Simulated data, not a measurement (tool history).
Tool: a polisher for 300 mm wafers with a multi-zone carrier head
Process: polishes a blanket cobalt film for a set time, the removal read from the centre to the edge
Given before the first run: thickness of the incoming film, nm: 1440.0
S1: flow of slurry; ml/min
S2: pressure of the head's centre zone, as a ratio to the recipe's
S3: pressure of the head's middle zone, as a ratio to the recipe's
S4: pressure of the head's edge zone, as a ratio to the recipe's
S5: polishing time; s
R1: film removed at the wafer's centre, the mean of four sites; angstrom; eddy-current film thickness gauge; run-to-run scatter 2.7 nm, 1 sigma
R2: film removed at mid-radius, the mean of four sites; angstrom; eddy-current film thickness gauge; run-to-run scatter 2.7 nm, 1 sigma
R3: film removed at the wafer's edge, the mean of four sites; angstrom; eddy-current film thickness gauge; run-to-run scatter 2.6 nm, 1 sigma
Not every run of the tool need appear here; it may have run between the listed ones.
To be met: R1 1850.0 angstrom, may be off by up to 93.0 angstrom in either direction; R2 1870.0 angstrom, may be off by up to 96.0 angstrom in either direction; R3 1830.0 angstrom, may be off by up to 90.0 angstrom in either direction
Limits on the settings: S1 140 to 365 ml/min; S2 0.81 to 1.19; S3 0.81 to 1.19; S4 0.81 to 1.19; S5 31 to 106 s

run  hour   S1    S2    S3    S4  S5      R1      R2      R3
  1   0.0  235  1.00  1.00  1.00  68  3381.6  3384.4  3476.3
  2   1.2  235  1.06  1.00  1.00  68  3561.8  3454.6  3443.8
  3   9.3  225  1.05  1.00  0.98  63  3252.1  3159.7  3121.0
  4  17.8  225  1.01  1.00  0.98  63  3135.4  3111.6  3179.6
  5  22.3  225  1.01  0.96  0.98  63  3098.7  3068.2  3223.0
  6  23.0  190  1.01  0.96  0.98  63  3039.4  3000.6  3035.2
  7  26.5  185  1.01  0.96  0.97  59  2823.6  2756.9  2854.5
  8  30.2  180  1.01  0.97  0.96  56  2696.5  2628.4  2649.2
  9  38.6  180  1.01  0.97  0.96  56  2625.2  2678.0  2751.9
 10  44.7  175  1.03  0.97  0.95  53  2600.6  2492.4  2544.8
 11  50.5  170  1.03  0.98  0.94  50  2447.2  2354.1  2372.1
 12  56.5  170  1.03  0.98  0.94  50  2380.0  2362.0  2390.3
 13  60.6  165  1.03  0.98  0.93  48  2254.6  2281.4  2267.2
 14  63.5  165  1.03  0.98  0.93  48  2288.6  2299.8  2268.4
 15  66.9  165  1.03  0.98  0.92  47  2252.9  2228.0  2154.2
 16  68.7  165  1.02  0.97  0.91  46  2177.5  2064.5  2216.4
 17  71.3  160  1.02  0.98  0.90  45  2136.3  2074.6  2068.2
 18  80.3  160  1.01  0.98  0.89  45  2100.1  2099.0  2107.5
 19  84.6  160  1.02  1.00  0.88  34  1643.4  1592.3  1565.3
 20  92.4  155  1.02  1.00  0.89  35  1594.0  1635.9  1603.6

Next run, 5 choices. One meets every target within its allowed miss, the rest don't. Which?
  A  100.2  140  0.85  1.09  1.02  38   ?   ?   ?
  B  100.2  140  0.98  1.06  0.94  31   ?   ?   ?
  C  100.2  145  0.86  1.03  0.93  32   ?   ?   ?
  D  100.2  165  1.01  1.00  0.90  39   ?   ?   ?
  E  100.2  155  0.90  0.86  1.02  34   ?   ?   ?

move      R1      R2      R3
   A  1449.6  1911.0  1846.1
   B  1364.8  1521.4  1453.5
   C  1247.0  1547.0  1503.4
   D  1846.6  1891.6  1845.6
   E  1410.2  1435.4  1685.7
A: moves away from the targets compared with the last run
B: moves away from the targets compared with the last run
C: moves away from the targets compared with the last run
D: hits every target within its allowed miss
E: moves away from the targets compared with the last run
So the answer is move D, the one that meets all the targets.

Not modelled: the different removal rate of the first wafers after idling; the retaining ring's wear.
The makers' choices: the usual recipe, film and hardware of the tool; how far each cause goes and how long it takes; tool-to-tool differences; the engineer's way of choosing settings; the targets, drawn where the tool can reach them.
